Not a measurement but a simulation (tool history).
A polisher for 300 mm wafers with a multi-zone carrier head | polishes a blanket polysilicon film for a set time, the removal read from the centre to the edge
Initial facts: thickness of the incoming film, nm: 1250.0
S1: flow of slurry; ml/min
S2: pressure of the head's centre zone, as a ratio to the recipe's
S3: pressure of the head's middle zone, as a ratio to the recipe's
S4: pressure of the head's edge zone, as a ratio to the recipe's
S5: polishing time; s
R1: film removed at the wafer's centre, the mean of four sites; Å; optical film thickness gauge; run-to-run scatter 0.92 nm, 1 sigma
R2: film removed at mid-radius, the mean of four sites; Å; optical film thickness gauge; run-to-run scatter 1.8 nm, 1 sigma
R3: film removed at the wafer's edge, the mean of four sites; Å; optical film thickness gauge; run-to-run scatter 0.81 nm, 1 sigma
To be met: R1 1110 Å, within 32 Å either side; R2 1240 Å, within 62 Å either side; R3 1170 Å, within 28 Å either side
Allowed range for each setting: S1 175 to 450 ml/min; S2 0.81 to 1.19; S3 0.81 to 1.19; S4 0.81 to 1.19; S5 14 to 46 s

run 1 day=0 | S1=290 S2=1 S3=1 S4=1 S5=30 | R1=1721.8 R2=1788.9 R3=1712
run 2 day=0.033 | S1=290 S2=1 S3=1 S4=0.94 S5=30 | R1=1678.9 R2=1698.8 R3=1673.8
run 3 day=0.112 | S1=290 S2=1 S3=1 S4=0.94 S5=33 | R1=1908 R2=1922.9 R3=1832.2
run 4 day=0.367 | S1=290 S2=1 S3=1 S4=0.94 S5=29 | R1=1666 R2=1674.3 R3=1592.2
run 5 day=0.496 | S1=290 S2=1 S3=1 S4=0.86 S5=29 | R1=1659.8 R2=1655.4 R3=1542.7
run 6 day=0.858 | S1=290 S2=1 S3=0.95 S4=0.86 S5=29 | R1=1666.8 R2=1588 R3=1543.7
run 7 day=1.133 | S1=285 S2=0.97 S3=0.96 S4=0.85 S5=27 | R1=1492.7 R2=1548.5 R3=1447.3
run 8 day=1.275 | S1=285 S2=0.97 S3=0.96 S4=0.85 S5=27 | R1=1509.3 R2=1544.8 R3=1427
run 9 day=1.338 | S1=280 S2=0.94 S3=0.93 S4=0.86 S5=26 | R1=1411.7 R2=1414.7 R3=1377.3
run 10 day=1.483 | S1=275 S2=0.91 S3=0.93 S4=0.85 S5=25 | R1=1305.6 R2=1347.2 R3=1315.4
run 11 day=1.775 | S1=270 S2=0.9 S3=0.94 S4=0.84 S5=24 | R1=1229.4 R2=1359.6 R3=1259.9
run 12 day=2.117 | S1=260 S2=0.89 S3=0.93 S4=0.83 S5=24 | R1=1187.8 R2=1287.1 R3=1263.7
run 13 day=2.421 | S1=265 S2=0.89 S3=0.93 S4=0.83 S5=23 | R1=1153.8 R2=1233.6 R3=1196.5

Exercise: of the 5 proposed moves below, exactly one satisfies all targets within the stated allowed misses. Which move is it?
run A day=2.725 | S1=175 S2=0.89 S3=0.97 S4=0.94 S5=23 | R1=? R2=? R3=?
run B day=2.725 | S1=290 S2=0.92 S3=0.89 S4=0.95 S5=21 | R1=? R2=? R3=?
run C day=2.725 | S1=270 S2=0.89 S3=0.95 S4=0.85 S5=22 | R1=? R2=? R3=?
run D day=2.725 | S1=250 S2=0.93 S3=0.91 S4=0.87 S5=23 | R1=? R2=? R3=?
run E day=2.725 | S1=270 S2=0.94 S3=0.88 S4=0.82 S5=23 | R1=? R2=? R3=?

move=A R1=1111.1 R2=1235 R3=1242.4
move=B R1=1101.2 R2=1096.9 R3=1179.8
move=C R1=1109.2 R2=1206.8 R3=1168.6
move=D R1=1203.4 R2=1209.2 R3=1229.3
move=E R1=1224.8 R2=1183.6 R3=1203.5
A: brings the result that was furthest off to its target, and leaves another outside
B: brings the result that was furthest off to its target, and leaves another outside
C: every result within its allowed miss
D: lands further from the targets than the last run did
E: lands further from the targets than the last run did
Go with C: it meets all targets.
